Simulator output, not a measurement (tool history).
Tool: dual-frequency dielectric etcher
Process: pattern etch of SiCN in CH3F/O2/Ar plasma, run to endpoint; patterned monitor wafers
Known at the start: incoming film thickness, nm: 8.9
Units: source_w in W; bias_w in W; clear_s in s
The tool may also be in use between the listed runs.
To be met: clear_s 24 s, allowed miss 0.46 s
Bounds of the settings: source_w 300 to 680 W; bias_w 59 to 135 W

{"run": 1, "day": 0.0, "source_w": 490, "bias_w": 97, "clear_s": 21.278}
{"run": 2, "day": 0.371, "source_w": 460, "bias_w": 97, "clear_s": 21.421}
{"run": 3, "day": 0.7, "source_w": 460, "bias_w": 111, "clear_s": 20.28}
{"run": 4, "day": 1.042, "source_w": 460, "bias_w": 128, "clear_s": 19.378}
{"run": 5, "day": 1.104, "source_w": 460, "bias_w": 120, "clear_s": 19.724}
{"run": 6, "day": 1.379, "source_w": 460, "bias_w": 127, "clear_s": 19.326}
{"run": 7, "day": 1.604, "source_w": 460, "bias_w": 127, "clear_s": 19.344}
{"run": 8, "day": 1.658, "source_w": 430, "bias_w": 120, "clear_s": 20.139}
{"run": 9, "day": 1.708, "source_w": 400, "bias_w": 114, "clear_s": 20.905}
{"run": 10, "day": 2.046, "source_w": 380, "bias_w": 109, "clear_s": 21.62}

5 next moves are on the table. One of them brings every result within its allowed miss. Which?
{"run": "A", "day": 2.383, "source_w": 300, "bias_w": 96, "clear_s": "?"}
{"run": "B", "day": 2.383, "source_w": 370, "bias_w": 99, "clear_s": "?"}
{"run": "C", "day": 2.383, "source_w": 430, "bias_w": 95, "clear_s": "?"}
{"run": "D", "day": 2.383, "source_w": 320, "bias_w": 75, "clear_s": "?"}
{"run": "E", "day": 2.383, "source_w": 340, "bias_w": 74, "clear_s": "?"}

move=A clear_s=23.917
move=B clear_s=22.479
move=C clear_s=21.973
move=D clear_s=25.831
move=E clear_s=25.577
A: meets every target
B: nearer than the last run, and not there yet
C: nearer than the last run, and not there yet
D: takes the result that was furthest off past its target
E: takes the result that was furthest off past its target
The right move is A.
